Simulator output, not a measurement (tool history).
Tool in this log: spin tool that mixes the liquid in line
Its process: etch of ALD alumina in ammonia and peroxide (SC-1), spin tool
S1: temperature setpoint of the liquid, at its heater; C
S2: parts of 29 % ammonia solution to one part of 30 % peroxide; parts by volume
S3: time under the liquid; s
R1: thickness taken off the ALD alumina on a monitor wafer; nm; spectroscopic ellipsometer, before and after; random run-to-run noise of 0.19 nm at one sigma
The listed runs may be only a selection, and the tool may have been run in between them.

Run 1, hour 0.0: S1 53.0 C, S2 0.8 parts by volume, S3 310 s. Result: R1 11.997 nm.
Run 2, hour 4.2: S1 55.0 C, S2 0.8 parts by volume, S3 310 s. Result: R1 13.389 nm.
Run 3, hour 5.4: S1 55.0 C, S2 1.0 parts by volume, S3 310 s. Result: R1 13.702 nm.
Run 4, hour 7.7: S1 56.5 C, S2 1.0 parts by volume, S3 310 s. Result: R1 14.959 nm.
Run 5, hour 12.2: S1 59.5 C, S2 1.0 parts by volume, S3 310 s. Result: R1 17.228 nm.
Run 6, hour 20.3: S1 59.5 C, S2 1.0 parts by volume, S3 310 s. Result: R1 17.333 nm.
Run 7, hour 21.4: S1 60.5 C, S2 1.0 parts by volume, S3 310 s. Result: R1 18.397 nm.

The next listed run, before its measurement:
Run 8, hour 22.8: S1 61.5 C, S2 1.0 parts by volume, S3 310 s. Result: R1 ?.

For run 8 the tool returned R1 19.157 nm.
